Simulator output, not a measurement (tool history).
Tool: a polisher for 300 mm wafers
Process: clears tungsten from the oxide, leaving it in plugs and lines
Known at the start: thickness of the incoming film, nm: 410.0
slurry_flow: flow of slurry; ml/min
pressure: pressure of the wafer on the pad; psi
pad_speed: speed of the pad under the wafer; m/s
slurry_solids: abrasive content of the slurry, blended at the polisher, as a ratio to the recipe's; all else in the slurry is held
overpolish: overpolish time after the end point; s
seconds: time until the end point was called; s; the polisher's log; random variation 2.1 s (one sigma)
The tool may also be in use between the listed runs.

run 1 day=0 | slurry_flow=275 pressure=3.8 pad_speed=1.12 slurry_solids=1 overpolish=12 | seconds=75.675
run 2 day=0.212 | slurry_flow=335 pressure=3.8 pad_speed=1.12 slurry_solids=1 overpolish=12 | seconds=72.616
run 3 day=0.292 | slurry_flow=335 pressure=3.3 pad_speed=1.1 slurry_solids=1 overpolish=12 | seconds=84.682
run 4 day=0.425 | slurry_flow=335 pressure=3 pad_speed=1.08 slurry_solids=1 overpolish=12 | seconds=91.174
run 5 day=0.796 | slurry_flow=385 pressure=3 pad_speed=1.08 slurry_solids=1 overpolish=12 | seconds=90.793
run 6 day=1.171 | slurry_flow=385 pressure=2.7 pad_speed=1.06 slurry_solids=1 overpolish=12 | seconds=98.926

The next listed run, before its measurement:
run 7 day=1.262 | slurry_flow=385 pressure=2.5 pad_speed=1.06 slurry_solids=1 overpolish=12 | seconds=?

Run 7 gave seconds 108.25 s.
